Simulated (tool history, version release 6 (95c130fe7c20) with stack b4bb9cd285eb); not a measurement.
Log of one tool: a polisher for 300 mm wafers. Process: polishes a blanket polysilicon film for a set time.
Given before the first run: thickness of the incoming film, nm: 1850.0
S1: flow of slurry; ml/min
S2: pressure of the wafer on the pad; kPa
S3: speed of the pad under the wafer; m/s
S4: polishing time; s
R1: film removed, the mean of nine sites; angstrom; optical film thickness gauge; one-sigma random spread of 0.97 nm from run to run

run  hour   S1    S2    S3  S4       R1
  1   0.0  130  14.5  1.16  24  1457.00
  2   5.0  130  13.8  1.14  24  1364.40
  3  10.5  130  13.1  1.12  24  1276.20
  4  17.9  130  11.7  1.12  24  1136.60
  5  19.1  105  11.7  1.12  24  1105.30
  6  21.1  105  11.0  1.10  24  1018.10

Expected results for the next run?
  7  29.5  105  10.3  1.08  24   ?

R1: 908.92 angstrom
